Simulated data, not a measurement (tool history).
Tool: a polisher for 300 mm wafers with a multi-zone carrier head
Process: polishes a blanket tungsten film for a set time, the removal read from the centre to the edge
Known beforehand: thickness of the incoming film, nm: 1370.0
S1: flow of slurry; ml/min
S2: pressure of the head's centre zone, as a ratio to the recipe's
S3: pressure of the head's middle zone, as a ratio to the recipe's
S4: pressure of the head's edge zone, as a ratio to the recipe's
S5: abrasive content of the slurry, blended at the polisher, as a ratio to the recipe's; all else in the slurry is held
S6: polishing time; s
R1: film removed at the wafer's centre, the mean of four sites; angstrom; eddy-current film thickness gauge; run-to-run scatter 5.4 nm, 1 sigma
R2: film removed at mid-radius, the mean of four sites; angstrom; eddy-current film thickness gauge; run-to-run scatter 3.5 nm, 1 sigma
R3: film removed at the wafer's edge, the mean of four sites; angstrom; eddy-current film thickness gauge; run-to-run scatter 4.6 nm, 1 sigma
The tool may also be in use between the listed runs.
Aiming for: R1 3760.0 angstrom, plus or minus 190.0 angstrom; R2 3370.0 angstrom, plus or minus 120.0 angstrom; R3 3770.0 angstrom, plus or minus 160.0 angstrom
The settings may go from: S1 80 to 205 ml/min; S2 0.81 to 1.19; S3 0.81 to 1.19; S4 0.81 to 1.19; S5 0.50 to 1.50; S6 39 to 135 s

run 1 hour=0.0 | S1=135 S2=1.00 S3=1.00 S4=1.00 S5=1.00 S6=87 | R1=5435.8 R2=5331.9 R3=5167.3
run 2 hour=7.8 | S1=130 S2=0.99 S3=0.96 S4=0.99 S5=0.90 S6=84 | R1=5018.0 R2=4886.9 R3=4799.6
run 3 hour=10.7 | S1=130 S2=0.99 S3=0.96 S4=0.99 S5=0.80 S6=84 | R1=4659.3 R2=4691.6 R3=4820.1
run 4 hour=14.1 | S1=125 S2=1.01 S3=0.93 S4=0.96 S5=0.75 S6=81 | R1=4688.9 R2=4227.5 R3=4334.8
run 5 hour=20.9 | S1=125 S2=1.01 S3=0.93 S4=0.89 S5=0.75 S6=81 | R1=4686.9 R2=4313.5 R3=4259.0
run 6 hour=25.8 | S1=120 S2=1.00 S3=0.91 S4=0.89 S5=0.70 S6=80 | R1=4362.1 R2=4126.5 R3=4116.5
run 7 hour=32.6 | S1=115 S2=1.00 S3=0.89 S4=0.90 S5=0.65 S6=80 | R1=4222.4 R2=3800.5 R3=4035.3
run 8 hour=34.2 | S1=115 S2=1.00 S3=0.89 S4=0.90 S5=0.65 S6=80 | R1=4195.3 R2=3835.4 R3=3935.8
run 9 hour=39.5 | S1=110 S2=0.99 S3=0.88 S4=0.92 S5=0.65 S6=80 | R1=4155.2 R2=3781.7 R3=4057.8
run 10 hour=41.5 | S1=105 S2=0.99 S3=0.87 S4=0.91 S5=0.65 S6=80 | R1=4122.7 R2=3766.6 R3=3963.3
run 11 hour=48.3 | S1=105 S2=0.99 S3=0.86 S4=0.91 S5=0.65 S6=80 | R1=3975.2 R2=3691.6 R3=3943.0
run 12 hour=52.0 | S1=100 S2=0.99 S3=0.85 S4=0.91 S5=0.65 S6=80 | R1=4099.8 R2=3637.4 R3=3911.7
run 13 hour=59.5 | S1=100 S2=0.98 S3=0.84 S4=0.91 S5=0.65 S6=80 | R1=4108.0 R2=3605.8 R3=3962.0
run 14 hour=65.2 | S1=95 S2=0.97 S3=0.84 S4=0.91 S5=0.65 S6=80 | R1=3896.7 R2=3566.8 R3=3909.4
run 15 hour=68.9 | S1=95 S2=0.97 S3=0.83 S4=0.91 S5=0.65 S6=80 | R1=4063.0 R2=3540.3 R3=3922.6
run 16 hour=75.7 | S1=95 S2=0.96 S3=0.83 S4=0.91 S5=0.65 S6=80 | R1=3835.6 R2=3578.9 R3=4036.6

Consider the 4 candidate settings below. Which is the only one whose results all fall within their allowed miss of target?
run A hour=82.5 | S1=105 S2=0.93 S3=0.91 S4=0.91 S5=0.50 S6=75 | R1=? R2=? R3=?
run B hour=82.5 | S1=80 S2=0.98 S3=0.82 S4=0.88 S5=0.50 S6=85 | R1=? R2=? R3=?
run C hour=82.5 | S1=100 S2=0.98 S3=0.90 S4=0.88 S5=0.65 S6=76 | R1=? R2=? R3=?
run D hour=82.5 | S1=105 S2=0.88 S3=0.86 S4=0.87 S5=0.60 S6=84 | R1=? R2=? R3=?

move=A R1=3427.9 R2=3286.3 R3=3397.0
move=B R1=3900.6 R2=3277.0 R3=3692.3
move=C R1=3936.8 R2=3550.6 R3=3661.0
move=D R1=3841.9 R2=3718.9 R3=3952.9
A: the worst result of the last run now meets its target, but another is out of spec
B: every result within its allowed miss
C: nearer the targets than the last run, but a result is still out of spec
D: the biggest miss grows against the last run
B meets every target.
